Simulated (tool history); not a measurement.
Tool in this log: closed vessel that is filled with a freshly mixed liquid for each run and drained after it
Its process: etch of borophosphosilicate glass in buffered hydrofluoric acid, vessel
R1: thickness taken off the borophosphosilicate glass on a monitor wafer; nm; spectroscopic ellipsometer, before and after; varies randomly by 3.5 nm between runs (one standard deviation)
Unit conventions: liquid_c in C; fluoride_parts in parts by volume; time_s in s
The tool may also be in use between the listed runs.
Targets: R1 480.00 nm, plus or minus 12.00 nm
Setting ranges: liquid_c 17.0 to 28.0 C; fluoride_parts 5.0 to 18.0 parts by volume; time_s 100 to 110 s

{"run": 1, "hour": 0.0, "liquid_c": 20.0, "fluoride_parts": 11.0, "time_s": 100, "R1": 272.03}
{"run": 2, "hour": 8.4, "liquid_c": 17.5, "fluoride_parts": 11.0, "time_s": 100, "R1": 237.97}
{"run": 3, "hour": 13.1, "liquid_c": 20.5, "fluoride_parts": 10.5, "time_s": 100, "R1": 293.79}
{"run": 4, "hour": 17.0, "liquid_c": 20.5, "fluoride_parts": 10.5, "time_s": 110, "R1": 318.46}
{"run": 5, "hour": 19.5, "liquid_c": 23.0, "fluoride_parts": 10.5, "time_s": 110, "R1": 372.44}
{"run": 6, "hour": 22.8, "liquid_c": 24.5, "fluoride_parts": 10.5, "time_s": 110, "R1": 400.0}
{"run": 7, "hour": 27.8, "liquid_c": 25.5, "fluoride_parts": 10.5, "time_s": 110, "R1": 424.22}
{"run": 8, "hour": 29.9, "liquid_c": 26.0, "fluoride_parts": 10.5, "time_s": 110, "R1": 438.28}

Which of these 5 next moves meets every target?
{"run": "A", "hour": 32.0, "liquid_c": 21.5, "fluoride_parts": 8.0, "time_s": 100, "R1": "?"}
{"run": "B", "hour": 32.0, "liquid_c": 23.0, "fluoride_parts": 7.5, "time_s": 110, "R1": "?"}
{"run": "C", "hour": 32.0, "liquid_c": 27.0, "fluoride_parts": 10.0, "time_s": 110, "R1": "?"}
{"run": "D", "hour": 32.0, "liquid_c": 25.5, "fluoride_parts": 10.5, "time_s": 105, "R1": "?"}
{"run": "E", "hour": 32.0, "liquid_c": 25.5, "fluoride_parts": 11.5, "time_s": 110, "R1": "?"}

move=A R1=397.52
move=B R1=509.16
move=C R1=483.04
move=D R1=405.88
move=E R1=388.90
A: further off than the last run
B: moves the result that the last run missed by most past its target, out the other side
C: hits every target within its allowed miss
D: further off than the last run
E: further off than the last run
Move C is the one to make.

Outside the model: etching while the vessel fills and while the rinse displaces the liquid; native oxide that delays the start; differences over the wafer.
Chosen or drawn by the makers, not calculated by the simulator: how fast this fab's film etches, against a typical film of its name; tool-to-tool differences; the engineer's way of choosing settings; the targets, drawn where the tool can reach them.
